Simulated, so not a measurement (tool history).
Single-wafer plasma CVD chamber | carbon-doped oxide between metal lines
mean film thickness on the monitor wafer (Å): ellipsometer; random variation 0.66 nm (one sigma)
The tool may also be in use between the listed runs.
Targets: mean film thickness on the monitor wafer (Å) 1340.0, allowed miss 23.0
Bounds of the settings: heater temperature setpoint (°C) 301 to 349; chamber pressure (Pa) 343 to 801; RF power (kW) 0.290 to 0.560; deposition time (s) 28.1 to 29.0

| run | day | heater temperature setpoint (°C) | chamber pressure (Pa) | RF power (kW) | deposition time (s) | mean film thickness on the monitor wafer (Å) |
|---|---|---|---|---|---|---|
| 1 | 0.000 | 325 | 572 | 0.425 | 28.1 | 1442.8 |
| 2 | 0.188 | 321 | 572 | 0.425 | 28.1 | 1466.3 |
| 3 | 0.371 | 321 | 476 | 0.425 | 28.1 | 1421.9 |
| 4 | 0.462 | 321 | 476 | 0.425 | 28.1 | 1426.3 |
| 5 | 0.675 | 323 | 465 | 0.425 | 28.1 | 1391.2 |
| 6 | 0.796 | 324 | 463 | 0.425 | 28.1 | 1408.4 |
| 7 | 0.883 | 333 | 381 | 0.410 | 28.1 | 1308.1 |
| 8 | 0.921 | 332 | 388 | 0.410 | 28.1 | 1298.6 |
| 9 | 0.967 | 331 | 395 | 0.410 | 28.1 | 1318.7 |

Which of these 5 next moves meets every target?
| A | 1.012 | 332 | 343 | 0.400 | 28.2 | ? |
| B | 1.012 | 323 | 376 | 0.360 | 28.5 | ? |
| C | 1.012 | 324 | 469 | 0.395 | 28.1 | ? |
| D | 1.012 | 325 | 389 | 0.385 | 28.1 | ? |
| E | 1.012 | 333 | 409 | 0.390 | 28.1 | ? |

| move | mean film thickness on the monitor wafer (Å) |
|---|---|
| A | 1284.7 |
| B | 1285.5 |
| C | 1349.8 |
| D | 1302.9 |
| E | 1275.4 |
A: further off than the last run
B: further off than the last run
C: meets every target
D: further off than the last run
E: further off than the last run
Move C is the one to make.
